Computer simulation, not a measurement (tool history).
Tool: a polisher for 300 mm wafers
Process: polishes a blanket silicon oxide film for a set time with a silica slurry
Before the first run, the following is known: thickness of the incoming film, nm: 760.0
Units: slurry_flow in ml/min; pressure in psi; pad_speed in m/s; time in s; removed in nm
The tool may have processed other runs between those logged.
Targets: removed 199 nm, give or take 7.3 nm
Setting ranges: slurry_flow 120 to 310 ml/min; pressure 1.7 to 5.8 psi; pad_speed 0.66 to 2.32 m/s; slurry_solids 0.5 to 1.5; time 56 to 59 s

| run | hour | slurry_flow | pressure | pad_speed | slurry_solids | time | removed |
|---|---|---|---|---|---|---|---|
| 1 | 0 | 200 | 3.7 | 1.48 | 1 | 56 | 164.58 |
| 2 | 8.8 | 200 | 3.8 | 1.48 | 1 | 56 | 168.75 |
| 3 | 14.1 | 200 | 3.8 | 1.48 | 0.85 | 56 | 151.69 |
| 4 | 23 | 200 | 4 | 1.48 | 0.85 | 56 | 163.81 |
| 5 | 31.7 | 200 | 4.1 | 1.48 | 0.85 | 56 | 167.92 |
| 6 | 37.1 | 225 | 4.1 | 1.48 | 0.85 | 56 | 170.22 |
| 7 | 38.6 | 225 | 4.2 | 1.48 | 0.85 | 56 | 174.61 |
| 8 | 44.2 | 225 | 4.2 | 1.48 | 0.85 | 56 | 172.74 |

Pick the move, out of 5, that brings all results within their allowed miss; only one does.
| A | 49.8 | 205 | 3.5 | 1.78 | 0.6 | 58 | ? |
| B | 49.8 | 150 | 3.6 | 1.3 | 1 | 59 | ? |
| C | 49.8 | 180 | 3.6 | 1.36 | 0.8 | 57 | ? |
| D | 49.8 | 205 | 3.6 | 1.46 | 0.9 | 56 | ? |
| E | 49.8 | 215 | 4.3 | 1.44 | 1 | 59 | ? |

| move | removed |
|---|---|
| A | 138.14 |
| B | 147.54 |
| C | 135.44 |
| D | 151.28 |
| E | 198.99 |
A: moves away from the targets compared with the last run
B: moves away from the targets compared with the last run
C: moves away from the targets compared with the last run
D: moves away from the targets compared with the last run
E: each result inside its tolerance
Move E is the one to make.
